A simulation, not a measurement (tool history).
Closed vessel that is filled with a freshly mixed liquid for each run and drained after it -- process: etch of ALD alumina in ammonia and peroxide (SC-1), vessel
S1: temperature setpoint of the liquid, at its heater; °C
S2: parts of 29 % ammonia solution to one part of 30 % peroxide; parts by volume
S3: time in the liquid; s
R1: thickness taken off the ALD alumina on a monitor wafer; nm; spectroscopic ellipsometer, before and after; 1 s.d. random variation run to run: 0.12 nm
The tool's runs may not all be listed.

Run 1, hour 0.0: S1 58.0 °C, S2 0.4 parts by volume, S3 165 s. Result: R1 11.437 nm.
Run 2, hour 2.6: S1 60.5 °C, S2 0.4 parts by volume, S3 165 s. Result: R1 12.880 nm.
Run 3, hour 9.9: S1 62.5 °C, S2 0.4 parts by volume, S3 165 s. Result: R1 14.352 nm.
Run 4, hour 14.2: S1 62.5 °C, S2 0.4 parts by volume, S3 165 s. Result: R1 14.267 nm.
Run 5, hour 20.2: S1 62.5 °C, S2 0.4 parts by volume, S3 165 s. Result: R1 14.378 nm.
Run 6, hour 25.8: S1 62.5 °C, S2 0.4 parts by volume, S3 165 s. Result: R1 14.212 nm.

What will run 7 give?
Run 7, hour 26.9: S1 64.0 °C, S2 0.4 parts by volume, S3 165 s. Result: R1 ?.

Run 7 yielded R1 15.267 nm.
